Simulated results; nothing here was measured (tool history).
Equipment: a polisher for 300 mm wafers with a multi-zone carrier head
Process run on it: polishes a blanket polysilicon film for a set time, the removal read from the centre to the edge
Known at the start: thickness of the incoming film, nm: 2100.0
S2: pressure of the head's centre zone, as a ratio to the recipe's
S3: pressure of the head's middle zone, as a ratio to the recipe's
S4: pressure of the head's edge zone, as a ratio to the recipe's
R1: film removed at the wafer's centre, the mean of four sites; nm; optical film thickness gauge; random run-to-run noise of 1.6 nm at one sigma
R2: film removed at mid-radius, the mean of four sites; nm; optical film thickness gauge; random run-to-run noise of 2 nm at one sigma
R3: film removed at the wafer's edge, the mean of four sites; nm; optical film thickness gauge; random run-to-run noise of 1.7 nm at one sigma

run 1 day=0 | flow_of_slurry_(ml/min)=225 S2=1 S3=1 S4=1 polishing_time_(s)=35 | R1=245.2 R2=250.05 R3=267.3
run 2 day=0.038 | flow_of_slurry_(ml/min)=225 S2=0.98 S3=1.01 S4=0.98 polishing_time_(s)=34 | R1=241.57 R2=243.46 R3=259.02
run 3 day=0.267 | flow_of_slurry_(ml/min)=225 S2=0.96 S3=1.03 S4=0.98 polishing_time_(s)=33 | R1=227.17 R2=242.75 R3=251.29
run 4 day=0.371 | flow_of_slurry_(ml/min)=220 S2=0.94 S3=1.04 S4=0.97 polishing_time_(s)=32 | R1=212.4 R2=233.26 R3=238.39
run 5 day=0.662 | flow_of_slurry_(ml/min)=220 S2=0.94 S3=1.04 S4=1.04 polishing_time_(s)=32 | R1=214.34 R2=233.42 R3=251.64
run 6 day=0.725 | flow_of_slurry_(ml/min)=215 S2=0.93 S3=1.05 S4=1.02 polishing_time_(s)=31 | R1=205.71 R2=227.95 R3=241.79
run 7 day=0.979 | flow_of_slurry_(ml/min)=210 S2=0.92 S3=1.06 S4=1 polishing_time_(s)=30 | R1=196.14 R2=223.66 R3=229.56
run 8 day=1.025 | flow_of_slurry_(ml/min)=205 S2=0.91 S3=1.06 S4=0.98 polishing_time_(s)=30 | R1=194.22 R2=221.88 R3=228.35
-- day=1.129 edge zone pressure recalibrated
run 9 day=1.129 | flow_of_slurry_(ml/min)=210 S2=0.85 S3=1.16 S4=0.88 polishing_time_(s)=22 | R1=131.61 R2=173.75 R3=153.37
run 10 day=1.383 | flow_of_slurry_(ml/min)=215 S2=0.86 S3=1.16 S4=0.89 polishing_time_(s)=22 | R1=134.42 R2=176.19 R3=151.79

Predict the results of run 11:
run 11 day=1.662 | flow_of_slurry_(ml/min)=220 S2=0.86 S3=1.16 S4=0.91 polishing_time_(s)=22 | R1=? R2=? R3=?

R1: 133.6 nm
R2: 178.2 nm
R3: 152.79 nm
